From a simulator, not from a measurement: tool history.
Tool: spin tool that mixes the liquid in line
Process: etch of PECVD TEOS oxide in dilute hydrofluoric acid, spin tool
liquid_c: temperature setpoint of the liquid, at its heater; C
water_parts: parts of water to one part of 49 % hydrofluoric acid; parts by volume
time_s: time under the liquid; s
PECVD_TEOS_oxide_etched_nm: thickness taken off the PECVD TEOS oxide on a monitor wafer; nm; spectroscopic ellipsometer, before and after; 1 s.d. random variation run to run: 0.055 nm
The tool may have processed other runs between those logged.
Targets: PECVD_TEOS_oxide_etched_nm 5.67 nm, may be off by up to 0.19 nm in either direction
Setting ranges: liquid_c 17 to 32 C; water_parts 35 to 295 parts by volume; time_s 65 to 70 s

{"run": 1, "day": 0.0, "liquid_c": 24, "water_parts": 165, "time_s": 65, "PECVD_TEOS_oxide_etched_nm": 8.9751}
{"run": 2, "day": 0.117, "liquid_c": 24, "water_parts": 165, "time_s": 70, "PECVD_TEOS_oxide_etched_nm": 9.4954}
{"run": 3, "day": 0.229, "liquid_c": 24, "water_parts": 210, "time_s": 70, "PECVD_TEOS_oxide_etched_nm": 7.2208}
{"run": 4, "day": 0.292, "liquid_c": 23, "water_parts": 210, "time_s": 70, "PECVD_TEOS_oxide_etched_nm": 6.9214}
{"run": 5, "day": 0.317, "liquid_c": 21, "water_parts": 210, "time_s": 70, "PECVD_TEOS_oxide_etched_nm": 6.4997}
{"run": 6, "day": 0.554, "liquid_c": 22.5, "water_parts": 210, "time_s": 70, "PECVD_TEOS_oxide_etched_nm": 6.7079}
{"run": 7, "day": 0.825, "liquid_c": 22, "water_parts": 210, "time_s": 70, "PECVD_TEOS_oxide_etched_nm": 6.6428}
{"run": 8, "day": 0.9, "liquid_c": 21.5, "water_parts": 210, "time_s": 70, "PECVD_TEOS_oxide_etched_nm": 6.6157}
{"run": 9, "day": 1.246, "liquid_c": 21, "water_parts": 210, "time_s": 70, "PECVD_TEOS_oxide_etched_nm": 6.4249}
{"run": 10, "day": 1.304, "liquid_c": 20.5, "water_parts": 210, "time_s": 70, "PECVD_TEOS_oxide_etched_nm": 6.3113}
{"run": 11, "day": 1.454, "liquid_c": 20, "water_parts": 210, "time_s": 70, "PECVD_TEOS_oxide_etched_nm": 6.2016}

Exactly one of the 5 candidate moves below puts every result within its allowed miss. Which one?
{"run": "A", "day": 1.604, "liquid_c": 19.5, "water_parts": 180, "time_s": 65, "PECVD_TEOS_oxide_etched_nm": "?"}
{"run": "B", "day": 1.604, "liquid_c": 21, "water_parts": 220, "time_s": 70, "PECVD_TEOS_oxide_etched_nm": "?"}
{"run": "C", "day": 1.604, "liquid_c": 22.5, "water_parts": 195, "time_s": 65, "PECVD_TEOS_oxide_etched_nm": "?"}
{"run": "D", "day": 1.604, "liquid_c": 18.5, "water_parts": 215, "time_s": 70, "PECVD_TEOS_oxide_etched_nm": "?"}
{"run": "E", "day": 1.604, "liquid_c": 20.5, "water_parts": 200, "time_s": 65, "PECVD_TEOS_oxide_etched_nm": "?"}

move=A PECVD_TEOS_oxide_etched_nm=6.831
move=B PECVD_TEOS_oxide_etched_nm=6.1299
move=C PECVD_TEOS_oxide_etched_nm=6.97
move=D PECVD_TEOS_oxide_etched_nm=5.7266
move=E PECVD_TEOS_oxide_etched_nm=6.2658
A: moves away from the targets compared with the last run
B: an improvement on the last run, though not all results are within tolerance
C: moves away from the targets compared with the last run
D: every result within its allowed miss
E: moves away from the targets compared with the last run
Move D is the one to make.
